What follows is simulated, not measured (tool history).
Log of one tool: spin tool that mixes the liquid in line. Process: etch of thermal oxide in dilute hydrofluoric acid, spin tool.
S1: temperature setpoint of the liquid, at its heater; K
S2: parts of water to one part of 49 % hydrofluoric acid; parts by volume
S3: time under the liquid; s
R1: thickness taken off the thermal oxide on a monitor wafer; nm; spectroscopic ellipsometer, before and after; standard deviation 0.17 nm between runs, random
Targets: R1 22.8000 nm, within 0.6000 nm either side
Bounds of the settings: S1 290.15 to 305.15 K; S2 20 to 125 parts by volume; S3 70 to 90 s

{"run": 1, "hour": 0.0, "S1": 297.15, "S2": 70, "S3": 90, "R1": 5.8981}
{"run": 2, "hour": 6.5, "S1": 298.65, "S2": 60, "S3": 90, "R1": 7.459}
{"run": 3, "hour": 11.5, "S1": 298.65, "S2": 35, "S3": 90, "R1": 13.588}
{"run": 4, "hour": 12.3, "S1": 296.15, "S2": 35, "S3": 90, "R1": 11.977}
{"run": 5, "hour": 21.2, "S1": 298.15, "S2": 30, "S3": 90, "R1": 15.544}
{"run": 6, "hour": 28.5, "S1": 299.65, "S2": 30, "S3": 90, "R1": 16.526}
{"run": 7, "hour": 34.5, "S1": 300.65, "S2": 30, "S3": 90, "R1": 16.978}
{"run": 8, "hour": 39.2, "S1": 301.65, "S2": 30, "S3": 90, "R1": 17.833}
{"run": 9, "hour": 43.2, "S1": 302.15, "S2": 30, "S3": 90, "R1": 18.084}
{"run": 10, "hour": 52.2, "S1": 302.65, "S2": 30, "S3": 90, "R1": 18.508}
{"run": 11, "hour": 59.7, "S1": 303.15, "S2": 30, "S3": 90, "R1": 19.007}

5 next moves are on the table. One of them brings every result within its allowed miss. Which?
{"run": "A", "hour": 67.2, "S1": 305.15, "S2": 25, "S3": 90, "R1": "?"}
{"run": "B", "hour": 67.2, "S1": 299.65, "S2": 25, "S3": 70, "R1": "?"}
{"run": "C", "hour": 67.2, "S1": 300.65, "S2": 20, "S3": 85, "R1": "?"}
{"run": "D", "hour": 67.2, "S1": 304.65, "S2": 25, "S3": 90, "R1": "?"}
{"run": "E", "hour": 67.2, "S1": 304.65, "S2": 25, "S3": 85, "R1": "?"}

move=A R1=24.5910
move=B R1=15.3100
move=C R1=24.3980
move=D R1=24.1080
move=E R1=22.7680
A: takes the result that was furthest off past its target
B: lands further from the targets than the last run did
C: takes the result that was furthest off past its target
D: takes the result that was furthest off past its target
E: every result within its allowed miss
Go with E: it meets all targets.
